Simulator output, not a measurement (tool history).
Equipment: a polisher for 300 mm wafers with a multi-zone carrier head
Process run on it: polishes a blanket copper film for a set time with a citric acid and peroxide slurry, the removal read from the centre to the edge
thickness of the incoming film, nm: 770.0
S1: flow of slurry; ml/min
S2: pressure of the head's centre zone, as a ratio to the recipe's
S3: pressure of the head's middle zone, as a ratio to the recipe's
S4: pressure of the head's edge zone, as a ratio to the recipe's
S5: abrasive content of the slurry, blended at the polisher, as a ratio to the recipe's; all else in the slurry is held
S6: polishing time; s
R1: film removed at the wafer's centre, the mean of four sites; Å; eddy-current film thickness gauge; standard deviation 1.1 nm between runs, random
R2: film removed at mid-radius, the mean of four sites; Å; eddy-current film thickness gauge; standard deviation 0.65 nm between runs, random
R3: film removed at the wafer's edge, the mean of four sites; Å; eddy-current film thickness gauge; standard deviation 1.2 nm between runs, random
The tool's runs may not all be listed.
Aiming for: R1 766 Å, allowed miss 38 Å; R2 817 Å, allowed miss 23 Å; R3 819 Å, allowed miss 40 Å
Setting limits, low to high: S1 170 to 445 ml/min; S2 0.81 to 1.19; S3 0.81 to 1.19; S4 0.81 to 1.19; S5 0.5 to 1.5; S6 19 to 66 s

run  hour   S1    S2    S3    S4    S5  S6      R1      R2      R3
  1     0  285     1     1     1     1  42  1513.3  1540.7    1574
  2   8.7  280  0.98  0.99  0.97  0.85  37    1298  1306.6  1314.9
  3  12.7  280  0.94  0.99  0.97  0.85  37    1252  1299.4  1321.2
  4  16.3  280  0.94  0.99  0.97  0.95  37  1244.2  1322.6  1377.6
  5  24.6  280  0.94  1.04  0.97  0.95  37    1226  1393.2  1344.4
  6  33.2  275  0.92  1.02  0.95  0.85  33  1081.9  1175.4  1177.6
  7  36.2  270   0.9  1.02  0.93  0.75  31  976.62  1090.5  1072.8
  8  43.3  265  0.89  1.01  0.91   0.7  29  900.85  1000.3  999.11
  9  51.7  275   0.9  0.99  0.82   0.5  23  705.17   766.3  734.15
 10  58.6  275  0.91  0.99  0.85   0.5  23  703.94  765.45  732.86
 11  61.5  270  0.91  0.99  0.87  0.55  23  705.35   767.9  779.91
 12  67.9  280  0.92     1  0.88  0.55  23  720.74  779.33   763.6
 13    76  275  0.93     1  0.89   0.6  23  727.33   785.2   769.2
 14  84.3  275  0.93     1   0.9  0.65  23  752.68  795.32   774.9
 15  86.1  275  0.92     1  0.91  0.65  23  755.98  794.06  773.51
 16    87  265  0.91     1  0.91  0.65  23  723.33  785.02  778.18
 17  88.5  275  0.91     1  0.92  0.65  23  710.14   789.4  776.34
 18  95.4  265  0.91     1  0.91   0.7  23  719.53  800.38  786.92

4 next moves are on the table. One of them brings every result within its allowed miss. Which?
  A  102.3  170  0.84  0.88  0.86  0.55  27   ?   ?   ?
  B  102.3  290  1.02  0.87  0.88  0.75  24   ?   ?   ?
  C  102.3  300  0.98  1.16  0.85   0.7  22   ?   ?   ?
  D  102.3  240     1  1.09  1.08   0.6  23   ?   ?   ?

move      R1      R2      R3
   A  718.08  767.91  853.87
   B  878.65  757.86  841.41
   C  772.32  862.27  753.26
   D  786.87  822.29  849.99
A: the biggest miss grows against the last run
B: the result that was furthest off in the last run now lies on the other side of its target
C: brings the result that was furthest off to its target, and leaves another outside
D: in spec on every target
D is the move that brings every result within its allowed miss.

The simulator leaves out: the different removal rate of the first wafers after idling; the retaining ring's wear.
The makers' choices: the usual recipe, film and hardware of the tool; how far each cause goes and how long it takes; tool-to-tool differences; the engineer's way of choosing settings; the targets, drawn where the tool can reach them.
